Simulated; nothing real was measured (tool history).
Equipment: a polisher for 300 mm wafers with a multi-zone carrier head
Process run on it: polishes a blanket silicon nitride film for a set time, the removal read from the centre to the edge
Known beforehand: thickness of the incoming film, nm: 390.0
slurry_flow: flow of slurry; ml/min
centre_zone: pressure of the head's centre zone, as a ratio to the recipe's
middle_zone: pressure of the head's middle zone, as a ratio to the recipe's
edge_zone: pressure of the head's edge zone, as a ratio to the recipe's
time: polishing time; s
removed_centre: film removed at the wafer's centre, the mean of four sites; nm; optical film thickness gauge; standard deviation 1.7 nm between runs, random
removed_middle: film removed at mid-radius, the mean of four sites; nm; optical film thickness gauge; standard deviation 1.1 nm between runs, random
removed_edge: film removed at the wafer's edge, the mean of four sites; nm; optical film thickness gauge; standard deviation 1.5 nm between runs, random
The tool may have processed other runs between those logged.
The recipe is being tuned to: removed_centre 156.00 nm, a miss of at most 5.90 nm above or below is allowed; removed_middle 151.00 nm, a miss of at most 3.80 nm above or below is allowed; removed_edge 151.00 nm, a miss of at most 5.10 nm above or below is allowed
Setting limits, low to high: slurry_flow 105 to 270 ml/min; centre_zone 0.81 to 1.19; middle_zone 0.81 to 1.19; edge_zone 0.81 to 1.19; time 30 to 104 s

run	hour	slurry_flow	centre_zone	middle_zone	edge_zone	time	removed_centre	removed_middle	removed_edge
1	0.0	175	1.00	1.00	1.00	67	120.03	111.04	116.06
2	5.9	175	1.00	0.97	1.00	67	123.09	108.15	115.64
3	14.6	185	1.01	0.99	1.02	68	125.27	113.45	120.16
4	22.0	190	1.03	1.01	1.04	69	129.55	118.17	120.25
5	29.5	195	1.03	1.01	1.05	71	132.88	121.79	124.57
6	37.9	195	1.03	1.01	1.06	73	137.35	123.21	133.06
7	40.8	200	1.04	1.03	1.07	74	143.42	127.43	134.37
8	49.8	205	1.04	1.05	1.08	75	148.74	133.83	135.41
9	56.4	210	1.03	1.06	1.09	76	148.03	135.89	139.31
10	63.3	215	1.03	1.07	1.10	76	145.70	138.69	141.07
11	68.8	220	1.03	1.08	1.11	76	150.04	139.50	142.08
# hour 69.7: centre zone pressure recalibrated
12	69.7	225	1.03	1.09	1.12	76	142.85	142.54	143.43

Exercise: of the 4 proposed moves below, exactly one satisfies all targets within the stated allowed misses. Which move is it?
A	70.6	260	0.92	1.19	1.05	76	?	?	?
B	70.6	230	1.06	1.08	1.09	82	?	?	?
C	70.6	270	0.94	1.19	1.19	78	?	?	?
D	70.6	250	1.05	1.06	1.09	75	?	?	?

move	removed_centre	removed_middle	removed_edge
A	129.01	156.00	139.82
B	157.38	152.41	152.19
C	135.90	160.74	153.45
D	144.26	138.64	140.34
A: its largest miss is bigger than the last run's
B: each result inside its tolerance
C: its largest miss is bigger than the last run's
D: its largest miss is bigger than the last run's
So the answer is move B, the one that meets all the targets.
